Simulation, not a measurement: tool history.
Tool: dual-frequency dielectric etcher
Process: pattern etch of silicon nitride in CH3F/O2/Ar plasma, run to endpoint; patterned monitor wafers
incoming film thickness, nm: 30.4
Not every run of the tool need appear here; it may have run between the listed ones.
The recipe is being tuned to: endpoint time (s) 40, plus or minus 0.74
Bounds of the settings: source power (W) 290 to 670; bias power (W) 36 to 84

run 1 day=0 | source_power_(W)=480 bias_power_(W)=60 | endpoint_time_(s)=45.197
run 2 day=0.246 | source_power_(W)=480 bias_power_(W)=68 | endpoint_time_(s)=43.044
run 3 day=0.579 | source_power_(W)=500 bias_power_(W)=68 | endpoint_time_(s)=42.176
run 4 day=0.875 | source_power_(W)=510 bias_power_(W)=68 | endpoint_time_(s)=41.838
run 5 day=1.083 | source_power_(W)=520 bias_power_(W)=68 | endpoint_time_(s)=41.753
run 6 day=1.442 | source_power_(W)=450 bias_power_(W)=68 | endpoint_time_(s)=44.929
run 7 day=1.567 | source_power_(W)=470 bias_power_(W)=68 | endpoint_time_(s)=44.059
run 8 day=1.588 | source_power_(W)=490 bias_power_(W)=68 | endpoint_time_(s)=42.714
run 9 day=1.954 | source_power_(W)=500 bias_power_(W)=68 | endpoint_time_(s)=42.144
run 10 day=2 | source_power_(W)=510 bias_power_(W)=68 | endpoint_time_(s)=42.213
run 11 day=2.2 | source_power_(W)=520 bias_power_(W)=68 | endpoint_time_(s)=41.328
run 12 day=2.567 | source_power_(W)=530 bias_power_(W)=68 | endpoint_time_(s)=41.309

4 candidate next runs follow, results not yet known. Just one meets every target within its allowed miss. Identify it.
run A day=2.933 | source_power_(W)=440 bias_power_(W)=81 | endpoint_time_(s)=?
run B day=2.933 | source_power_(W)=480 bias_power_(W)=70 | endpoint_time_(s)=?
run C day=2.933 | source_power_(W)=530 bias_power_(W)=58 | endpoint_time_(s)=?
run D day=2.933 | source_power_(W)=560 bias_power_(W)=67 | endpoint_time_(s)=?

move=A endpoint_time_(s)=42.622
move=B endpoint_time_(s)=42.754
move=C endpoint_time_(s)=43.144
move=D endpoint_time_(s)=40.023
A: the biggest miss grows against the last run
B: the biggest miss grows against the last run
C: the biggest miss grows against the last run
D: meets every target
The right move is D.
